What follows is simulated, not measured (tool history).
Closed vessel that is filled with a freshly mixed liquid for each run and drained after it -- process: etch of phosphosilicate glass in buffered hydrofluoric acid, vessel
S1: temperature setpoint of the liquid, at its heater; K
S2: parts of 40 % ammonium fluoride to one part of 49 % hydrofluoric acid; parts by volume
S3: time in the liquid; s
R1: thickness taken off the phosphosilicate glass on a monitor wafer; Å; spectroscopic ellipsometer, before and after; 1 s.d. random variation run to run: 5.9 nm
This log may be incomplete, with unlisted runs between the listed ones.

Run 1, day 0: S1 295.15 K, S2 10.5 parts by volume, S3 90 s. Result: R1 6507.9 Å.
Run 2, day 0.104: S1 297.65 K, S2 9 parts by volume, S3 90 s. Result: R1 8427 Å.
Run 3, day 0.279: S1 295.65 K, S2 9 parts by volume, S3 90 s. Result: R1 7556.4 Å.
Run 4, day 0.358: S1 298.15 K, S2 8 parts by volume, S3 90 s. Result: R1 9817.8 Å.
Run 5, day 0.408: S1 299.65 K, S2 7.5 parts by volume, S3 90 s. Result: R1 11408 Å.
Run 6, day 0.475: S1 302.65 K, S2 7.5 parts by volume, S3 90 s. Result: R1 13408 Å.
Run 7, day 0.579: S1 302.65 K, S2 7 parts by volume, S3 90 s. Result: R1 14570 Å.
At day 0.842: thermometer replaced.
Run 8, day 0.842: S1 303.15 K, S2 7 parts by volume, S3 90 s. Result: R1 16807 Å.
Run 9, day 1.204: S1 302.65 K, S2 7 parts by volume, S3 90 s. Result: R1 16508 Å.

Expected results for the next run?
Run 10, day 1.458: S1 302.65 K, S2 7 parts by volume, S3 90 s. Result: R1 ?.

Logged for run 10: R1 16461 Å.
